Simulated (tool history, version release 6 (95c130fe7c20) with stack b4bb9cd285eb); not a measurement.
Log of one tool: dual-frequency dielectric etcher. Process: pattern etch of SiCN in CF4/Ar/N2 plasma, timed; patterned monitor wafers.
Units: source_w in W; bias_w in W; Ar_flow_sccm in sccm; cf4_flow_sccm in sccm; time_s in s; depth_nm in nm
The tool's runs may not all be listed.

| run | hour | source_w | bias_w | Ar_flow_sccm | cf4_flow_sccm | time_s | depth_nm |
|---|---|---|---|---|---|---|---|
| 1 | 0.0 | 360 | 85 | 110 | 81 | 54 | 40.875 |
| 2 | 2.6 | 360 | 85 | 110 | 81 | 54 | 41.009 |
| 3 | 11.0 | 360 | 85 | 110 | 81 | 54 | 41.217 |
| 4 | 16.7 | 320 | 84 | 110 | 81 | 54 | 36.774 |
| 5 | 20.9 | 300 | 83 | 110 | 81 | 54 | 34.671 |
| 6 | 25.6 | 300 | 83 | 110 | 81 | 54 | 34.721 |

The next listed run, before its measurement:
| 7 | 27.0 | 290 | 83 | 110 | 81 | 54 | ? |

depth_nm: 33.405 nm

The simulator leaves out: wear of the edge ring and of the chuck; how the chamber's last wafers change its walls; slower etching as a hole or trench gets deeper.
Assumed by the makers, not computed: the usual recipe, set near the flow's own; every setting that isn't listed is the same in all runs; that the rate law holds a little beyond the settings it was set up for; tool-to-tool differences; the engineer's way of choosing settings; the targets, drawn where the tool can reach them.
